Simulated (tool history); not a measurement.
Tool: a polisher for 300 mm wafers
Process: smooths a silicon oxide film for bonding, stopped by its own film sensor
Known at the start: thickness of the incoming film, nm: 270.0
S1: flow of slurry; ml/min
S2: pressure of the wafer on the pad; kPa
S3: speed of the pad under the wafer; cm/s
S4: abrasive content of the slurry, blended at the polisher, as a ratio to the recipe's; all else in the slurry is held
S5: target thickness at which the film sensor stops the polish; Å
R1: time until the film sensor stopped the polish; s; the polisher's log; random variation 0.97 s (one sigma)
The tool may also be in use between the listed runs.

run	hour	S1	S2	S3	S4	S5	R1
1	0	270	15.9	100	1	1960	104.34
2	5.9	270	16.5	100	1	1960	102.69
3	10.2	305	16.5	100	1	1960	98.913
4	17.9	305	13.8	100	1	1960	110.09
5	23.3	310	14.5	102	1	1960	103.93
6	24.6	315	15.2	102	1	1960	102.01
7	29.4	315	15.9	102	1	1960	97.83
8	36.6	320	16.5	102	1	1960	96.05
9	45.4	320	17.2	102	1	1960	94.718
10	50.4	320	17.9	104	1	1960	91.331
11	53.2	320	17.9	104	1	1960	92.321
12	61.5	320	18.6	106	1	1960	87.677
13	66.9	320	19.3	106	1	1960	88.131
14	71.7	320	20	108	1	1960	84.796
15	75.4	320	20.7	110	1	1960	79.581

Run 16 comes next. What will it give?
16	81.2	320	22.8	112	1	1960	?

R1: 74.832 s
